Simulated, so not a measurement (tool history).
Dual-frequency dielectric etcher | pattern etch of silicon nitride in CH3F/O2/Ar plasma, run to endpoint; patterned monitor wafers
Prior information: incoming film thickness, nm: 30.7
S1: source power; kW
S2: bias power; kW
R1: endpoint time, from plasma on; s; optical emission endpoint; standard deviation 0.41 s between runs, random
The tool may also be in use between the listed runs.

run,hour,S1,S2,R1
1,0.0,0.330,0.083,44.832
2,3.6,0.330,0.091,42.470
3,8.0,0.280,0.091,45.896
4,16.3,0.280,0.098,43.642
5,18.9,0.270,0.096,45.149
6,24.6,0.270,0.105,43.187
7,32.9,0.260,0.102,44.108

Run 8 comes next. What will it give?
8,36.7,0.250,0.100,?

{"run 8": {"R1": 46.2}}
